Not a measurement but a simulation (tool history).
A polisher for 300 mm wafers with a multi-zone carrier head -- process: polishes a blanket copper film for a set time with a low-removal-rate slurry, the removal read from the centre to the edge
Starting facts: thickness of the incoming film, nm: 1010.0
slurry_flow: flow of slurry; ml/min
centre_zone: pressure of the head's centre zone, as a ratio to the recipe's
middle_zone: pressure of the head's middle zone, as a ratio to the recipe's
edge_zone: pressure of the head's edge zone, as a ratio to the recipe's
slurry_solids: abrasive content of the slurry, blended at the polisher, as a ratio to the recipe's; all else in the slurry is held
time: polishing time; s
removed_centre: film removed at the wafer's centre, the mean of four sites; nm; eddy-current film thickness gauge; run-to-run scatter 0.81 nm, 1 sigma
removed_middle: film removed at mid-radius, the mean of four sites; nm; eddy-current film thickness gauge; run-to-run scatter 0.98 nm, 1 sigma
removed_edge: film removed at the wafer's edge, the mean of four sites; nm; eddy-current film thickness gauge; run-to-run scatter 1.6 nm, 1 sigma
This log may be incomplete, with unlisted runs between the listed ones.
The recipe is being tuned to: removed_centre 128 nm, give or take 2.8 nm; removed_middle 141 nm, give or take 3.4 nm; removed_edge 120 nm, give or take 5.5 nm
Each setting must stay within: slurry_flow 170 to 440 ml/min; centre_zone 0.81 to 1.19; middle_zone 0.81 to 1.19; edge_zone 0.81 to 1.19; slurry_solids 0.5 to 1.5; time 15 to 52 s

run	hour	slurry_flow	centre_zone	middle_zone	edge_zone	slurry_solids	time	removed_centre	removed_middle	removed_edge
1	0	280	1	1	1	1	33	81.651	85.836	84.614
2	6.4	280	1	1	0.94	1	33	82.32	85.57	82.745
3	13	280	1	1	0.94	0.8	33	77.778	80.307	77.632
4	16	280	1	0.96	0.94	0.8	33	76.779	77.906	77.832
# hour 20.6: slurry nozzle cleaned
5	20.6	280	1	0.96	0.89	0.8	33	82.257	82.73	77.796
6	27.2	280	1	0.96	0.84	0.8	33	82.448	82.395	77.008
7	35.4	290	1	1	0.84	1	35	93.028	97.897	87.275
8	43.5	300	1.01	1.02	0.85	1.15	36	99.748	104.1	93.543
9	48.9	305	1.01	1.05	0.85	1.25	37	104.54	111.77	97.391

Exercise: of the 4 proposed moves below, exactly one satisfies all targets within the stated allowed misses. Which move is it?
A	54.3	310	0.99	1.06	0.84	1.35	45	?	?	?
B	54.3	330	0.95	1.07	0.81	1.3	44	?	?	?
C	54.3	280	0.95	0.99	0.98	1.3	45	?	?	?
D	54.3	280	1.02	0.91	0.9	1.15	29	?	?	?

move	removed_centre	removed_middle	removed_edge
A	126.73	140.21	120.26
B	118.53	137.75	115.16
C	119.14	129.88	127.14
D	80.061	75.733	76.546
A: all results in spec
B: gets the furthest-off result to its target, but another result is out of tolerance
C: closer than the last run, but not yet in spec
D: its largest miss is bigger than the last run's
Answer: A

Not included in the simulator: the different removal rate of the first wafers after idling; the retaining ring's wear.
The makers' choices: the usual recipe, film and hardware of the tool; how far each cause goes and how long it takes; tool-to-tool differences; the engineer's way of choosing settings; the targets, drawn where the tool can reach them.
